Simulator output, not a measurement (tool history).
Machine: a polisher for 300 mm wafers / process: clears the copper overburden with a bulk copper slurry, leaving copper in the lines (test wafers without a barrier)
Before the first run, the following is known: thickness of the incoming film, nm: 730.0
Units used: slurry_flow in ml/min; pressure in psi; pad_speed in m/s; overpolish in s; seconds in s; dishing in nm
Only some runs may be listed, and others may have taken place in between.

Run 1, day 0: slurry_flow 150 ml/min, pressure 2.4 psi, pad_speed 1.36 m/s, slurry_solids 1, overpolish 27 s. Result: seconds 85.217 s, dishing 101.72 nm.
Run 2, day 0.183: slurry_flow 150 ml/min, pressure 2.1 psi, pad_speed 1.32 m/s, slurry_solids 1, overpolish 31 s. Result: seconds 100.01 s, dishing 97.455 nm.
Run 3, day 0.325: slurry_flow 150 ml/min, pressure 2.1 psi, pad_speed 1.32 m/s, slurry_solids 1.2, overpolish 31 s. Result: seconds 94.64 s, dishing 98.352 nm.
Run 4, day 0.667: slurry_flow 180 ml/min, pressure 2.1 psi, pad_speed 1.32 m/s, slurry_solids 1.2, overpolish 31 s. Result: seconds 90.721 s, dishing 101.06 nm.
Run 5, day 0.779: slurry_flow 145 ml/min, pressure 2.1 psi, pad_speed 1.32 m/s, slurry_solids 1.2, overpolish 31 s. Result: seconds 93.486 s, dishing 100.24 nm.
Run 6, day 1.092: slurry_flow 175 ml/min, pressure 2.1 psi, pad_speed 1.32 m/s, slurry_solids 1.2, overpolish 31 s. Result: seconds 92.284 s, dishing 101.53 nm.
Run 7, day 1.129: slurry_flow 175 ml/min, pressure 1.8 psi, pad_speed 1.28 m/s, slurry_solids 1.2, overpolish 35 s. Result: seconds 110.67 s, dishing 94.899 nm.
Run 8, day 1.183: slurry_flow 175 ml/min, pressure 1.6 psi, pad_speed 1.26 m/s, slurry_solids 1.2, overpolish 38 s. Result: seconds 125.97 s, dishing 89.825 nm.
Run 9, day 1.371: slurry_flow 175 ml/min, pressure 1.5 psi, pad_speed 1.24 m/s, slurry_solids 1.2, overpolish 41 s. Result: seconds 133.64 s, dishing 89.205 nm.

Estimate the outcome of run 10 from the log above:
Run 10, day 1.579: slurry_flow 165 ml/min, pressure 1.1 psi, pad_speed 1.16 m/s, slurry_solids 1.2, overpolish 50 s. Result: seconds ?, dishing ?.

Run 10 yielded seconds 192.86 s, dishing 76.255 nm.

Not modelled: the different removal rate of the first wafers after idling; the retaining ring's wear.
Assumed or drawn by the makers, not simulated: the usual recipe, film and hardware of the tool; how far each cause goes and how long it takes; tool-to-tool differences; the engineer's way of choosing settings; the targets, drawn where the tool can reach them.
